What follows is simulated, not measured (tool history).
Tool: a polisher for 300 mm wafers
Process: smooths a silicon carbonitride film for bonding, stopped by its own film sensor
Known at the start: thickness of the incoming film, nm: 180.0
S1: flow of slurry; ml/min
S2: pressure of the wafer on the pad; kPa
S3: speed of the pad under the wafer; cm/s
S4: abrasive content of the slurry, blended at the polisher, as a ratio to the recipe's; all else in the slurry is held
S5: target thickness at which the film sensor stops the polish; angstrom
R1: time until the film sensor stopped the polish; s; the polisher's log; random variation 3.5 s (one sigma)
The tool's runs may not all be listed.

run	hour	S1	S2	S3	S4	S5	R1
1	0	315	17.2	72	1	1460	166.7
2	7.1	315	16.5	72	1	1460	173.43
3	13.6	315	16.5	72	1	1460	170.92
4	16.6	315	16.5	72	1	1460	174.41
5	20.7	315	15.9	72	1	1460	178.66
6	22.8	275	15.9	72	1	1460	185.34
7	26.6	275	15.2	72	1	1460	191.5
8	27.7	275	15.2	72	1	1460	191.77
9	36.1	275	14.5	72	1	1460	195.73

The next listed run, before its measurement:
10	37.5	275	11	70	1	1460	?

Run 10 gave R1 257.41 s.

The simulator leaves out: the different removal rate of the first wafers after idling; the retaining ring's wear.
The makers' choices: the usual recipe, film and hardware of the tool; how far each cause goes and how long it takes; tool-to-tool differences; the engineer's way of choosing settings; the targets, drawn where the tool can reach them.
